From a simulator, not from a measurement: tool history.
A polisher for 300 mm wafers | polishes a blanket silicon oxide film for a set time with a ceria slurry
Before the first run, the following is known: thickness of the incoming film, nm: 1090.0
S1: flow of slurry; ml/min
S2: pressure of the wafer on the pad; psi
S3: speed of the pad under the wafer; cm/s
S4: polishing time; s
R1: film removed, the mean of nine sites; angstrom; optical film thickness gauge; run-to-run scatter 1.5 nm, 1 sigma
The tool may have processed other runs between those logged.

{"run": 1, "hour": 0.0, "S1": 210, "S2": 3.4, "S3": 96, "S4": 28, "R1": 1119.1}
{"run": 2, "hour": 4.2, "S1": 265, "S2": 3.4, "S3": 96, "S4": 28, "R1": 1157.9}
{"run": 3, "hour": 8.6, "S1": 265, "S2": 3.4, "S3": 96, "S4": 28, "R1": 1155.0}
{"run": 4, "hour": 10.1, "S1": 270, "S2": 3.9, "S3": 96, "S4": 28, "R1": 1270.8}
{"run": 5, "hour": 11.0, "S1": 270, "S2": 3.9, "S3": 112, "S4": 28, "R1": 1488.6}
{"run": 6, "hour": 18.1, "S1": 245, "S2": 3.9, "S3": 112, "S4": 28, "R1": 1441.9}
{"run": 7, "hour": 19.6, "S1": 255, "S2": 4.3, "S3": 112, "S4": 28, "R1": 1604.7}
{"run": 8, "hour": 21.0, "S1": 260, "S2": 4.5, "S3": 112, "S4": 28, "R1": 1654.3}

Run 9 comes next. What will it give?
{"run": 9, "hour": 29.0, "S1": 265, "S2": 4.7, "S3": 112, "S4": 28, "R1": "?"}

Run 9 produced R1 1729.5 angstrom.

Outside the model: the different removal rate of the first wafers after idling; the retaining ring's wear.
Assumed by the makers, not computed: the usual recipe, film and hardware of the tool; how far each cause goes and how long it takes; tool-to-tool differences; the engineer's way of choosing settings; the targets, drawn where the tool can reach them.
